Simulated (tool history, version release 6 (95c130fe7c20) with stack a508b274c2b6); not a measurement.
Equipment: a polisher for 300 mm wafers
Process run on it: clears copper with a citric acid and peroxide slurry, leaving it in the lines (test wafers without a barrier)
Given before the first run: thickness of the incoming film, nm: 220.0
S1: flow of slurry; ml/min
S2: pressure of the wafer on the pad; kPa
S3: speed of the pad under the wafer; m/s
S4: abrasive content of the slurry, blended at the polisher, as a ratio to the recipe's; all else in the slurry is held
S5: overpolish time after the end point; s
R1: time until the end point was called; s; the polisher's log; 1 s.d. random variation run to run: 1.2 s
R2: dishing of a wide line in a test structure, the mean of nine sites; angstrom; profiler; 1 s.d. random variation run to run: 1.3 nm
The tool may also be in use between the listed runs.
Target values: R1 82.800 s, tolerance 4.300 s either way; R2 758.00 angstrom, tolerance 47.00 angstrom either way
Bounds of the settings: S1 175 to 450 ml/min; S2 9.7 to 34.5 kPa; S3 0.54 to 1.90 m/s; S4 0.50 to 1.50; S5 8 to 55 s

{"run": 1, "day": 0.0, "S1": 290, "S2": 22.1, "S3": 1.22, "S4": 1.0, "S5": 28, "R1": 88.655, "R2": 479.39}
{"run": 2, "day": 0.217, "S1": 240, "S2": 22.1, "S3": 1.22, "S4": 1.0, "S5": 28, "R1": 90.664, "R2": 460.25}
{"run": 3, "day": 0.479, "S1": 240, "S2": 22.8, "S3": 1.22, "S4": 1.0, "S5": 31, "R1": 87.377, "R2": 520.43}
{"run": 4, "day": 0.842, "S1": 240, "S2": 22.8, "S3": 1.22, "S4": 1.0, "S5": 34, "R1": 87.037, "R2": 568.39}
{"run": 5, "day": 0.992, "S1": 240, "S2": 22.8, "S3": 1.22, "S4": 1.0, "S5": 27, "R1": 87.205, "R2": 482.47}
{"run": 6, "day": 1.217, "S1": 240, "S2": 23.4, "S3": 1.22, "S4": 1.0, "S5": 31, "R1": 85.037, "R2": 565.7}
{"run": 7, "day": 1.4, "S1": 240, "S2": 24.1, "S3": 1.2, "S4": 1.0, "S5": 33, "R1": 85.003, "R2": 585.99}
{"run": 8, "day": 1.508, "S1": 240, "S2": 24.8, "S3": 1.2, "S4": 1.0, "S5": 35, "R1": 81.055, "R2": 591.6}

Exactly one of the 5 candidate moves below puts every result within its allowed miss. Which one?
{"run": "A", "day": 1.617, "S1": 240, "S2": 23.4, "S3": 1.26, "S4": 1.05, "S5": 24, "R1": "?", "R2": "?"}
{"run": "B", "day": 1.617, "S1": 175, "S2": 20.7, "S3": 1.42, "S4": 1.3, "S5": 24, "R1": "?", "R2": "?"}
{"run": "C", "day": 1.617, "S1": 250, "S2": 23.4, "S3": 1.24, "S4": 1.1, "S5": 44, "R1": "?", "R2": "?"}
{"run": "D", "day": 1.617, "S1": 285, "S2": 24.8, "S3": 1.26, "S4": 1.05, "S5": 30, "R1": "?", "R2": "?"}
{"run": "E", "day": 1.617, "S1": 240, "S2": 24.1, "S3": 1.46, "S4": 0.9, "S5": 36, "R1": "?", "R2": "?"}

move=A R1=82.068 R2=450.31
move=B R1=79.712 R2=458.74
move=C R1=82.051 R2=735.16
move=D R1=77.457 R2=571.62
move=E R1=73.242 R2=689.29
A: the biggest miss grows against the last run
B: the biggest miss grows against the last run
C: all results land within tolerance of their targets
D: the biggest miss grows against the last run
E: nearer the targets than the last run, but a result is still out of spec
C meets every target.
